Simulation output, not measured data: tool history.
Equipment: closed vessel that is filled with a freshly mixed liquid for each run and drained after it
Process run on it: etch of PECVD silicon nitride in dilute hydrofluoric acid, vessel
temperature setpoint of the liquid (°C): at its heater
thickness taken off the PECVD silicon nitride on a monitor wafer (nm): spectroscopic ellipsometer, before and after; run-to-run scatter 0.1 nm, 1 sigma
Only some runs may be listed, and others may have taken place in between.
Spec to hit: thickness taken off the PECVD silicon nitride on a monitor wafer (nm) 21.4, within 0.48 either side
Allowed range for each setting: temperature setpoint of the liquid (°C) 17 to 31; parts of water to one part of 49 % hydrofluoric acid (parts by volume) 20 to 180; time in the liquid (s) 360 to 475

run	hour	temperature setpoint of the liquid (°C)	parts of water to one part of 49 % hydrofluoric acid (parts by volume)	time in the liquid (s)	thickness taken off the PECVD silicon nitride on a monitor wafer (nm)
1	0	23	100	475	10.755
2	7.7	23	135	475	7.9912
3	10.2	23	135	475	7.9579
4	12.9	23	155	475	6.9244
5	18.4	26	155	475	8.5356
6	27.4	23.5	155	475	7.1637
7	34.8	25	140	475	8.7917
8	38.3	26	125	475	10.41
9	41.9	27	115	475	12.139
10	44.6	28	105	475	14.142
11	49	28.5	100	475	15.309
12	53.4	29	95	475	16.592
13	58.2	29.5	90	475	18.166

Exactly one of the 4 candidate moves below puts every result within its allowed miss. Which one?
A	63	31	80	475	?
B	63	31	75	450	?
C	63	30	75	450	?
D	63	29	100	450	?

move	thickness taken off the PECVD silicon nitride on a monitor wafer (nm)
A	22.367
B	22.606
C	21.218
D	14.931
A: pushes the last run's worst result past its target
B: pushes the last run's worst result past its target
C: all results in spec
D: lands further from the targets than the last run did
The move that meets every target is C.

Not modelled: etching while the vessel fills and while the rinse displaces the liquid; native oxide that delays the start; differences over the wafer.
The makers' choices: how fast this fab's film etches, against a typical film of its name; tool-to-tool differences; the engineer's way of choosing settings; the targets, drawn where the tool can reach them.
